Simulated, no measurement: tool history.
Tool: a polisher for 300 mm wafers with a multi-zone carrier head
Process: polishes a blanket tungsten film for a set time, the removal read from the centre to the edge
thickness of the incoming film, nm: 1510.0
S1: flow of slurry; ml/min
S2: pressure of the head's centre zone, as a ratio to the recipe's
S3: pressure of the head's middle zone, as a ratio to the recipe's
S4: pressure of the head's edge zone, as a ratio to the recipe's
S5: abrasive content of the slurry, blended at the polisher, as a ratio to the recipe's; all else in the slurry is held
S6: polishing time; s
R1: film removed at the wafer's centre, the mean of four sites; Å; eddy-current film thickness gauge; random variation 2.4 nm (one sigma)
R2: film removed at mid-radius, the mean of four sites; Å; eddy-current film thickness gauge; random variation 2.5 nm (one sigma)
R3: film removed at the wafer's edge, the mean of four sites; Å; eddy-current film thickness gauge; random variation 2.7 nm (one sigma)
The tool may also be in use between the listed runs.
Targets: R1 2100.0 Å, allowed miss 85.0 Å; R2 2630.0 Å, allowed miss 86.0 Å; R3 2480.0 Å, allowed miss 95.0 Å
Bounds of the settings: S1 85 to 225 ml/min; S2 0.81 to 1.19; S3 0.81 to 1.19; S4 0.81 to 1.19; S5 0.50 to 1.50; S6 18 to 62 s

run  hour   S1    S2    S3    S4    S5  S6      R1      R2      R3
  1   0.0  145  1.00  1.00  1.00  1.00  40  2153.3  2172.9  2158.6
  2   6.6  145  0.92  1.00  1.00  1.00  40  1959.1  2147.1  2168.4
  3   8.4  130  0.92  1.00  1.00  1.00  40  1883.6  2132.9  2129.9
  4  15.2  130  0.92  1.00  1.00  1.00  34  1621.1  1808.4  1825.1
  5  20.7  130  0.92  1.00  1.00  1.00  38  1786.1  1994.2  1996.1
  6  25.2  155  0.91  1.05  1.03  1.05  38  1904.5  2213.8  2096.7
  7  26.0  165  0.89  1.06  1.07  1.15  38  1934.5  2355.3  2232.5
  8  34.8  180  0.89  1.07  1.10  1.20  38  2008.2  2368.0  2324.7
  9  43.6  185  0.88  1.09  1.11  1.25  38  1986.0  2461.3  2372.5
 10  47.3  190  0.88  1.10  1.12  1.25  38  2009.9  2479.0  2375.5
 11  54.2  195  0.88  1.11  1.13  1.25  38  2015.2  2547.3  2421.7
 12  62.2  200  0.88  1.11  1.13  1.25  38  2073.0  2559.3  2398.6

Which of these 4 next moves meets every target?
  A  70.2  195  0.88  1.12  1.12  1.25  39   ?   ?   ?
  B  70.2  135  0.82  1.02  1.16  1.50  40   ?   ?   ?
  C  70.2  180  0.93  1.00  1.12  1.25  40   ?   ?   ?
  D  70.2  195  0.91  1.08  1.10  1.20  38   ?   ?   ?

move      R1      R2      R3
   A  2043.1  2602.0  2442.5
   B  1917.6  2435.9  2570.8
   C  2177.4  2392.7  2486.3
   D  2030.1  2427.1  2330.5
A: meets every target
B: brings the result that was furthest off to its target, and leaves another outside
C: brings the result that was furthest off to its target, and leaves another outside
D: further off than the last run
The right move is A.
